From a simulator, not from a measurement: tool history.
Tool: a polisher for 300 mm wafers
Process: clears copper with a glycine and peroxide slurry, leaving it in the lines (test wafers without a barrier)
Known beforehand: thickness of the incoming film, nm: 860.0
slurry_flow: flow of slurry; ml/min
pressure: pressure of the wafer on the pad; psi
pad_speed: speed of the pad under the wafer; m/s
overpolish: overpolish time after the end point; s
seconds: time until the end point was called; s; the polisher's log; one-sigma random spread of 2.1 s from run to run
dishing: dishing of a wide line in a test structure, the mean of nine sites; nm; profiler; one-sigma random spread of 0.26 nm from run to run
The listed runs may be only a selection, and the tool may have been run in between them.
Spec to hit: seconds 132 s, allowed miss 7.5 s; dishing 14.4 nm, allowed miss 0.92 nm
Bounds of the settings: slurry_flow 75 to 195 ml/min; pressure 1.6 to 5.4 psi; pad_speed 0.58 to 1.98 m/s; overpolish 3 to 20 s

run 1 hour=0 | slurry_flow=125 pressure=3.5 pad_speed=1.28 overpolish=10 | seconds=98.688 dishing=57.815
run 2 hour=1.4 | slurry_flow=150 pressure=3.5 pad_speed=1.28 overpolish=10 | seconds=92.308 dishing=59.082
run 3 hour=2.6 | slurry_flow=150 pressure=2.7 pad_speed=1.28 overpolish=10 | seconds=115.91 dishing=46.615
run 4 hour=8.5 | slurry_flow=160 pressure=2.5 pad_speed=1.26 overpolish=9 | seconds=127.67 dishing=41.028
run 5 hour=12.2 | slurry_flow=165 pressure=2.3 pad_speed=1.28 overpolish=8 | seconds=134.57 dishing=34.302
run 6 hour=20.5 | slurry_flow=165 pressure=1.8 pad_speed=1.28 overpolish=8 | seconds=162.65 dishing=29.169
run 7 hour=24 | slurry_flow=130 pressure=1.6 pad_speed=1.52 overpolish=3 | seconds=163.93 dishing=11.583
run 8 hour=31.7 | slurry_flow=135 pressure=1.6 pad_speed=1.54 overpolish=3 | seconds=165.45 dishing=11.97
run 9 hour=32.6 | slurry_flow=135 pressure=1.7 pad_speed=1.58 overpolish=3 | seconds=148.05 dishing=12.624

Next run, 5 choices. One meets every target within its allowed miss, the rest don't. Which?
run A hour=33.5 | slurry_flow=100 pressure=1.8 pad_speed=1.68 overpolish=4 | seconds=? dishing=?
run B hour=33.5 | slurry_flow=120 pressure=1.6 pad_speed=1.64 overpolish=3 | seconds=? dishing=?
run C hour=33.5 | slurry_flow=105 pressure=2.2 pad_speed=1.54 overpolish=3 | seconds=? dishing=?
run D hour=33.5 | slurry_flow=150 pressure=1.9 pad_speed=1.36 overpolish=3 | seconds=? dishing=?
run E hour=33.5 | slurry_flow=165 pressure=2 pad_speed=1.76 overpolish=3 | seconds=? dishing=?

move=A seconds=144.61 dishing=17.143
move=B seconds=155.05 dishing=12.189
move=C seconds=129.6 dishing=14.531
move=D seconds=149.87 dishing=12.634
move=E seconds=113.84 dishing=16.399
A: further off than the last run
B: further off than the last run
C: all results land within tolerance of their targets
D: further off than the last run
E: pushes the last run's worst result past its target
Move C is the one to make.

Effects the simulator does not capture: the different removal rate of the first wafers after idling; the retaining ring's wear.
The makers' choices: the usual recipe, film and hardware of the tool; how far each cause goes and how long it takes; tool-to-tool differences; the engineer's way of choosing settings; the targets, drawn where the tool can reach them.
